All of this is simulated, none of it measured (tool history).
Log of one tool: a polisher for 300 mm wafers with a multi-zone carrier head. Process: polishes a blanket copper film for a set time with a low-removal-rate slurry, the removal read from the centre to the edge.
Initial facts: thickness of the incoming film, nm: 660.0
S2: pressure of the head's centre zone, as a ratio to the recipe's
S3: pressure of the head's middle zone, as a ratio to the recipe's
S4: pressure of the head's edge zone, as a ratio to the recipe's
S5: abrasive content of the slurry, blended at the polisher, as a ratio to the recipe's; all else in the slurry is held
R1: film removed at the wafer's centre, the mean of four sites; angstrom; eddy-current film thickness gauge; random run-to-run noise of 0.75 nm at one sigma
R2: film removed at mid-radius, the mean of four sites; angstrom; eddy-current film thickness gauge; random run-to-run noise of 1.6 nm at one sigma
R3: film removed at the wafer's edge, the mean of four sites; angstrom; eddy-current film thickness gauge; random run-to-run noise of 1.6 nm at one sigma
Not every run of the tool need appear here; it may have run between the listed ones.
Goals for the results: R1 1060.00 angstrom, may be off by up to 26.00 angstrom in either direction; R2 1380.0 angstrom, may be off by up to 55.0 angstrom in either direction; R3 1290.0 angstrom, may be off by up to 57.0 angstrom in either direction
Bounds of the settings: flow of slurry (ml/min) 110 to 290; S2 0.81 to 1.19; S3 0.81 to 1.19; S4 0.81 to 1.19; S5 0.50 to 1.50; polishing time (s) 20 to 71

run 1 hour=0.0 | flow_of_slurry_(ml/min)=185 S2=1.00 S3=1.00 S4=1.00 S5=1.00 polishing_time_(s)=45 | R1=1936.70 R2=1950.8 R3=1999.1
run 2 hour=7.6 | flow_of_slurry_(ml/min)=185 S2=1.00 S3=1.06 S4=1.00 S5=1.00 polishing_time_(s)=45 | R1=1957.40 R2=2117.1 R3=2048.3
run 3 hour=11.0 | flow_of_slurry_(ml/min)=225 S2=1.00 S3=1.06 S4=1.00 S5=1.00 polishing_time_(s)=45 | R1=2010.00 R2=2151.9 R3=2090.1
run 4 hour=15.8 | flow_of_slurry_(ml/min)=225 S2=1.00 S3=1.06 S4=1.00 S5=0.80 polishing_time_(s)=45 | R1=1912.20 R2=2060.3 R3=1969.7
run 5 hour=24.7 | flow_of_slurry_(ml/min)=210 S2=0.96 S3=1.05 S4=0.99 S5=0.75 polishing_time_(s)=43 | R1=1723.60 R2=1939.7 R3=1856.9
run 6 hour=26.3 | flow_of_slurry_(ml/min)=200 S2=0.93 S3=1.04 S4=0.97 S5=0.70 polishing_time_(s)=41 | R1=1548.90 R2=1797.6 R3=1657.3
run 7 hour=28.6 | flow_of_slurry_(ml/min)=190 S2=0.90 S3=1.03 S4=0.98 S5=0.65 polishing_time_(s)=40 | R1=1430.00 R2=1678.8 R3=1621.1
run 8 hour=37.4 | flow_of_slurry_(ml/min)=180 S2=0.88 S3=1.03 S4=0.97 S5=0.60 polishing_time_(s)=39 | R1=1326.10 R2=1625.1 R3=1544.3
run 9 hour=45.1 | flow_of_slurry_(ml/min)=130 S2=0.81 S3=0.95 S4=0.87 S5=0.50 polishing_time_(s)=35 | R1=983.89 R2=1217.5 R3=1195.1
run 10 hour=51.9 | flow_of_slurry_(ml/min)=130 S2=0.81 S3=0.95 S4=0.87 S5=0.50 polishing_time_(s)=35 | R1=983.89 R2=1238.3 R3=1218.1
run 11 hour=55.7 | flow_of_slurry_(ml/min)=140 S2=0.81 S3=0.96 S4=0.88 S5=0.50 polishing_time_(s)=35 | R1=991.56 R2=1225.8 R3=1241.9
run 12 hour=64.5 | flow_of_slurry_(ml/min)=145 S2=0.81 S3=0.98 S4=0.88 S5=0.50 polishing_time_(s)=35 | R1=1002.90 R2=1281.3 R3=1233.4
run 13 hour=66.4 | flow_of_slurry_(ml/min)=155 S2=0.81 S3=0.99 S4=0.88 S5=0.50 polishing_time_(s)=35 | R1=1025.70 R2=1318.8 R3=1260.0

Of the 4 settings listed for the next run, only one would bring every result within its allowed miss of target. Which one?
run A hour=68.3 | flow_of_slurry_(ml/min)=180 S2=0.81 S3=0.90 S4=0.95 S5=0.60 polishing_time_(s)=32 | R1=? R2=? R3=?
run B hour=68.3 | flow_of_slurry_(ml/min)=130 S2=0.87 S3=1.09 S4=0.86 S5=0.50 polishing_time_(s)=34 | R1=? R2=? R3=?
run C hour=68.3 | flow_of_slurry_(ml/min)=180 S2=0.83 S3=1.04 S4=0.94 S5=0.50 polishing_time_(s)=34 | R1=? R2=? R3=?
run D hour=68.3 | flow_of_slurry_(ml/min)=175 S2=0.87 S3=0.97 S4=0.92 S5=0.50 polishing_time_(s)=33 | R1=? R2=? R3=?

move=A R1=989.17 R2=1170.6 R3=1249.2
move=B R1=1009.80 R2=1316.9 R3=1162.3
move=C R1=1042.60 R2=1357.7 R3=1274.6
move=D R1=1054.60 R2=1235.9 R3=1221.4
A: moves away from the targets compared with the last run
B: moves away from the targets compared with the last run
C: meets every target
D: gets the furthest-off result to its target, but another result is out of tolerance
The right move is C.
